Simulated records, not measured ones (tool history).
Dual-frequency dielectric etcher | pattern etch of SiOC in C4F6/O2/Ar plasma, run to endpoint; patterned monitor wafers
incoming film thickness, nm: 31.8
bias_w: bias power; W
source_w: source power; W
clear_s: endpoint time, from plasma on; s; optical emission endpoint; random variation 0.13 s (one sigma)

| run | hour | bias_w | source_w | clear_s |
|---|---|---|---|---|
| 1 | 0.0 | 565 | 250 | 11.452 |
| 2 | 2.9 | 514 | 230 | 12.548 |
| 3 | 9.8 | 514 | 250 | 11.807 |
| 4 | 10.4 | 514 | 280 | 11.384 |
| 5 | 16.8 | 475 | 260 | 12.359 |
| 6 | 17.7 | 475 | 300 | 11.574 |
| 7 | 23.2 | 445 | 270 | 12.588 |
| 8 | 29.0 | 421 | 260 | 13.318 |
| 9 | 32.0 | 403 | 250 | 14.036 |
| 10 | 38.1 | 389 | 250 | 14.513 |

The next listed run, before its measurement:
| 11 | 45.3 | 379 | 250 | ? |

Run 11 gave clear_s 14.709 s.
